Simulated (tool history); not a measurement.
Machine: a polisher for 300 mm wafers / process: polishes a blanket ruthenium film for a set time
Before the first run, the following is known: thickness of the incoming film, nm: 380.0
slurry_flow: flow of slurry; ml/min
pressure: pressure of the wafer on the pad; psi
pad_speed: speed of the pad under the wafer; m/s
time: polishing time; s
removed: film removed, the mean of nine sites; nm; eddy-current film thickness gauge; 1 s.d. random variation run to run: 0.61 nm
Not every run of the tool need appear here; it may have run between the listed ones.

| run | hour | slurry_flow | pressure | pad_speed | time | removed |
|---|---|---|---|---|---|---|
| 1 | 0.0 | 135 | 2.8 | 0.86 | 77 | 100.930 |
| 2 | 0.6 | 130 | 2.5 | 0.86 | 77 | 87.913 |
| 3 | 2.5 | 105 | 2.5 | 0.86 | 77 | 84.192 |
| 4 | 5.9 | 100 | 2.4 | 0.86 | 77 | 78.666 |
| 5 | 7.5 | 100 | 2.4 | 1.00 | 77 | 91.675 |
| 6 | 11.0 | 100 | 2.4 | 1.00 | 81 | 96.980 |
| 7 | 13.4 | 95 | 2.2 | 1.00 | 81 | 89.230 |

Predict the results of run 8:
| 8 | 18.2 | 90 | 2.0 | 1.00 | 81 | ? |

For run 8 the tool returned removed 79.707 nm.

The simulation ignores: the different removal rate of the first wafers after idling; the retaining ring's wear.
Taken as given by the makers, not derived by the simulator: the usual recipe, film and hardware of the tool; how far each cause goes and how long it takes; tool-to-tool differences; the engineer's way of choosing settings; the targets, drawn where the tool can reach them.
